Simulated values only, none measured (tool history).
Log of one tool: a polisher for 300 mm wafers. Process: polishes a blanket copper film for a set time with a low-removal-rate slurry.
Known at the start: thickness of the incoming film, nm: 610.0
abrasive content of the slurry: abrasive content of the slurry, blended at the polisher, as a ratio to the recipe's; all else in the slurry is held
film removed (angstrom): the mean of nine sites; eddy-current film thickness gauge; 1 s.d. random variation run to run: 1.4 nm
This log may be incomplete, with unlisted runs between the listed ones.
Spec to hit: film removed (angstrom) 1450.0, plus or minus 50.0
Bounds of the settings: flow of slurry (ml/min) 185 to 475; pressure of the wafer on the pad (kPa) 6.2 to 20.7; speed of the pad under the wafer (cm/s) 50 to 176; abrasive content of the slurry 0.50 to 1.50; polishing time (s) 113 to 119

run  hour  flow of slurry (ml/min)  pressure of the wafer on the pad (kPa)  speed of the pad under the wafer (cm/s)  abrasive content of the slurry  polishing time (s)  film removed (angstrom)
  1   0.0                      305                                    13.1                                      112                            1.00                 113                   2811.0
  2   8.4                      305                                    11.0                                      108                            1.00                 113                   2292.2
  3  17.2                      305                                    11.0                                      108                            0.90                 113                   2254.7
  4  18.1                      305                                     9.7                                      106                            0.90                 113                   1955.0
  5  21.7                      305                                     9.7                                      106                            0.90                 113                   1939.3
  6  30.1                      305                                     9.7                                      106                            0.80                 113                   1936.6
  7  37.8                      305                                     9.0                                      106                            0.80                 113                   1781.7
  8  44.0                      305                                     8.3                                      106                            0.80                 113                   1689.6
  9  45.8                      305                                     7.6                                      106                            0.80                 113                   1562.8

Which single option among these 5 for the next run brings every result within its allowed miss of target? Just one does.
  A  47.6                      295                                     8.3                                      110                            0.85                 114                        ?
  B  47.6                      250                                     6.9                                       98                            0.75                 115                        ?
  C  47.6                      325                                     6.9                                      104                            0.55                 114                        ?
  D  47.6                      320                                     6.9                                      104                            0.85                 117                        ?
  E  47.6                      325                                     8.3                                      108                            0.90                 115                        ?

move  film removed (angstrom)
   A                   1778.7
   B                   1311.1
   C                   1337.6
   D                   1485.0
   E                   1798.7
A: the biggest miss grows against the last run
B: carries the result that was furthest off beyond its target, to the other side
C: carries the result that was furthest off beyond its target, to the other side
D: all results in spec
E: the biggest miss grows against the last run
Move D is the one to make.

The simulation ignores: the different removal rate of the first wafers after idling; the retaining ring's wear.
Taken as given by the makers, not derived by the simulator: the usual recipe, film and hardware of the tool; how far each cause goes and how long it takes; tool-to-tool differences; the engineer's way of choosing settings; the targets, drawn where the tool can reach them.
